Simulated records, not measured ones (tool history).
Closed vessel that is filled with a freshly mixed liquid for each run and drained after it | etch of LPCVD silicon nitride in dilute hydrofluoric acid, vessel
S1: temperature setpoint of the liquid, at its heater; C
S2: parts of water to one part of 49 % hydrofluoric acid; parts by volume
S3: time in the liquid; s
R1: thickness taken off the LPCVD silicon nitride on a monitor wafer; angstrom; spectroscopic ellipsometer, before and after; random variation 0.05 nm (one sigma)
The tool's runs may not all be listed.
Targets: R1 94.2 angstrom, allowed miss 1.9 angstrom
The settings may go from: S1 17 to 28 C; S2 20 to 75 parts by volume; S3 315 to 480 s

run,day,S1,S2,S3,R1
1,0,20,45,480,34.173
2,0.333,20,35,480,43.656
3,0.442,21,35,480,46.114
4,0.625,22,35,480,50.035
5,0.654,23,35,480,54.312
6,0.908,23,35,315,35.212
7,0.979,27,20,480,121.5
8,1.283,26.5,20,480,116.99
9,1.317,23,20,480,92.204

Which of these 5 next moves meets every target?
A,1.35,24.5,20,420,?
B,1.35,26.5,25,450,?
C,1.35,24.5,20,415,?
D,1.35,24,20,435,?
E,1.35,24,20,455,?

move,R1
A,88.807
B,88.184
C,87.75
D,88.845
E,92.929
A: further off than the last run
B: further off than the last run
C: further off than the last run
D: further off than the last run
E: meets every target
Answer: E
